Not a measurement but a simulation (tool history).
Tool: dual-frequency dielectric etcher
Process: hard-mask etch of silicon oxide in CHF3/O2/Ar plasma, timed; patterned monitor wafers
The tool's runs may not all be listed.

run,hour,source power (kW),bias power (kW),etch time (s),mean etch depth across the wafer (angstrom)
1,0,0.86,0.173,36.5,797.84
2,1.8,0.86,0.173,36.5,799.09
3,5.5,0.88,0.174,36.5,809.77
4,14.5,0.88,0.188,36.5,832.18
5,19,0.89,0.189,36.5,832.11
6,24.5,0.89,0.189,36.5,828.51
7,31.5,0.91,0.19,36.5,853.18

The next listed run, before its measurement:
8,34.1,0.92,0.19,36.5,?

{"run 8": {"mean etch depth across the wafer (angstrom)": 836.82}}
